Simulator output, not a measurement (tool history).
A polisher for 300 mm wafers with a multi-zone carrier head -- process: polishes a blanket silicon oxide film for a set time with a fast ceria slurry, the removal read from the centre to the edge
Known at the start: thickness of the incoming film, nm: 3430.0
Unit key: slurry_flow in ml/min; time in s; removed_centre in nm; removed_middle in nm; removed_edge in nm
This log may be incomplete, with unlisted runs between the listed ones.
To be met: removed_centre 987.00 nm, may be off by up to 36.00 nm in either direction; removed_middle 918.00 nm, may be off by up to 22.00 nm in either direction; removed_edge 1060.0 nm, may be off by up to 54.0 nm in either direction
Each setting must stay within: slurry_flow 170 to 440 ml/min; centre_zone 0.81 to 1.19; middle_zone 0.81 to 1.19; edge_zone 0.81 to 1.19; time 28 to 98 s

run  hour  slurry_flow  centre_zone  middle_zone  edge_zone  time  removed_centre  removed_middle  removed_edge
  1   0.0          280         1.00         1.00       1.00    63          994.74         1067.00        1104.3
  2   7.5          315         1.00         1.00       1.00    63          992.60         1077.90        1093.9
  3   8.7          315         1.00         0.98       1.00    63          971.08         1048.40        1111.3
  4  15.7          375         1.00         0.98       1.00    63         1008.60         1072.50        1118.7
  5  17.3          375         1.00         1.03       1.00    63         1034.80         1111.10        1106.7
     19.5  -- centre zone pressure recalibrated
  6  19.5          375         1.00         1.03       1.00    75         1347.30         1340.30        1316.7
  7  26.1          375         1.01         1.00       0.99    73         1284.50         1278.80        1259.1
  8  34.3          375         1.02         0.98       0.99    71         1279.90         1214.10        1257.3
  9  42.2          375         1.02         0.96       0.97    70         1276.60         1179.00        1243.1
 10  50.7          375         1.02         0.96       0.97    70         1258.10         1165.60        1210.2
 11  53.8          370         1.01         0.94       0.96    69         1208.70         1138.30        1174.5
 12  56.4          365         1.01         0.92       0.96    68         1187.30         1091.90        1165.9

Which of these 4 next moves meets every target?
  A  59.0          335         0.82         1.09       1.07    70               ?               ?             ?
  B  59.0          280         1.00         0.92       1.13    58               ?               ?             ?
  C  59.0          425         0.87         0.88       0.96    61               ?               ?             ?
  D  59.0          385         0.86         1.19       0.81    65               ?               ?             ?

move  removed_centre  removed_middle  removed_edge
   A          996.85         1285.30        1269.6
   B          987.38          905.13        1064.3
   C          940.62          953.59        1076.9
   D          984.77         1302.70        1065.2
A: further off than the last run
B: each result inside its tolerance
C: nearer than the last run, and not there yet
D: further off than the last run
Answer: B
